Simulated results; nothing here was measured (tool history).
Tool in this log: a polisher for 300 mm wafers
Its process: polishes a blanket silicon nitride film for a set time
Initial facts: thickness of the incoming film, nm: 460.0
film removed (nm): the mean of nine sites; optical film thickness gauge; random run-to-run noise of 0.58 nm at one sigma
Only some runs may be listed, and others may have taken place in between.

run	hour	flow of slurry (ml/min)	pressure of the wafer on the pad (kPa)	speed of the pad under the wafer (m/s)	polishing time (s)	film removed (nm)
1	0.0	185	29.6	1.36	33	96.836
2	7.7	185	29.6	1.68	33	113.900
3	8.6	185	26.2	1.64	33	100.720
4	17.5	185	23.4	1.60	33	87.738
5	19.6	185	21.4	1.60	33	79.959
6	21.8	185	20.0	1.60	33	76.234

What does the tool deliver on the next run?
7	22.6	185	18.6	1.60	33	?

{"run 7": {"film removed (nm)": 70.01}}

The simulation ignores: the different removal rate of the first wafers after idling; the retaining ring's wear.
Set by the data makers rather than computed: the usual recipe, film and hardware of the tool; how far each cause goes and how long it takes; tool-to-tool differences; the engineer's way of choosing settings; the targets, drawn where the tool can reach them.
